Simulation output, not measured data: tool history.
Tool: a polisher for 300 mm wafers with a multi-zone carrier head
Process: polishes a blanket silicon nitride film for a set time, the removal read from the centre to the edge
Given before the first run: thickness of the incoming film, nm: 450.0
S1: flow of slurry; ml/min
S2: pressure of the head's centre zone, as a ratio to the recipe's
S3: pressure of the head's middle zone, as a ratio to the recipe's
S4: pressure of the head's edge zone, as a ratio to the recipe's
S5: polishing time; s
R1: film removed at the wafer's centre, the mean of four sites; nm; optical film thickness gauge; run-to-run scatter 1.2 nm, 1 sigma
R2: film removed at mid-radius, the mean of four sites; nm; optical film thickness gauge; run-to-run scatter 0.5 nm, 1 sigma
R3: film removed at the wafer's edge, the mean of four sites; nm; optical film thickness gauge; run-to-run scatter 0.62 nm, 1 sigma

{"run": 1, "hour": 0.0, "S1": 295, "S2": 1.0, "S3": 1.0, "S4": 1.0, "S5": 33, "R1": 58.136, "R2": 59.418, "R3": 57.157}
{"run": 2, "hour": 3.5, "S1": 305, "S2": 1.03, "S3": 1.02, "S4": 1.02, "S5": 34, "R1": 61.279, "R2": 61.447, "R3": 60.105}
{"run": 3, "hour": 6.2, "S1": 255, "S2": 1.03, "S3": 1.02, "S4": 1.02, "S5": 34, "R1": 58.54, "R2": 61.18, "R3": 58.737}
{"run": 4, "hour": 11.0, "S1": 255, "S2": 1.03, "S3": 1.08, "S4": 1.02, "S5": 34, "R1": 58.068, "R2": 63.209, "R3": 58.448}
{"run": 5, "hour": 19.2, "S1": 255, "S2": 1.08, "S3": 1.08, "S4": 1.02, "S5": 34, "R1": 61.115, "R2": 62.937, "R3": 58.487}
{"run": 6, "hour": 22.9, "S1": 255, "S2": 1.08, "S3": 1.16, "S4": 1.02, "S5": 34, "R1": 61.947, "R2": 66.863, "R3": 59.219}
{"run": 7, "hour": 31.8, "S1": 275, "S2": 1.09, "S3": 1.16, "S4": 1.02, "S5": 35, "R1": 63.736, "R2": 69.834, "R3": 59.917}
{"run": 8, "hour": 32.7, "S1": 285, "S2": 1.11, "S3": 1.15, "S4": 1.03, "S5": 36, "R1": 65.729, "R2": 69.588, "R3": 63.568}
{"run": 9, "hour": 38.6, "S1": 295, "S2": 1.12, "S3": 1.15, "S4": 1.01, "S5": 37, "R1": 70.529, "R2": 71.959, "R3": 65.149}

Forecast run 10:
{"run": 10, "hour": 40.6, "S1": 305, "S2": 1.13, "S3": 1.16, "S4": 1.0, "S5": 38, "R1": "?", "R2": "?", "R3": "?"}

R1: 72.964 nm
R2: 75.928 nm
R3: 65.957 nm
